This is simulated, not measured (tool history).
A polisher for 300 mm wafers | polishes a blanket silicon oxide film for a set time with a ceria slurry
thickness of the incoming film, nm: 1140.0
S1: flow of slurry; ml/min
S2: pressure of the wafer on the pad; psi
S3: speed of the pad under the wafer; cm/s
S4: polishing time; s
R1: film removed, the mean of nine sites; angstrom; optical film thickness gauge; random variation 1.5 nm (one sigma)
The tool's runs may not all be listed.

run,hour,S1,S2,S3,S4,R1
1,0.0,215,2.8,108,48,1837.4
2,7.5,190,2.8,108,48,1807.0
3,9.6,205,3.0,108,48,1973.8
4,14.9,205,3.0,84,48,1532.5
5,21.5,205,3.5,84,48,1784.2
6,26.2,205,3.5,84,48,1774.8

Forecast run 7:
7,30.8,215,3.8,84,48,?

{"run 7": {"R1": 1951.2}}
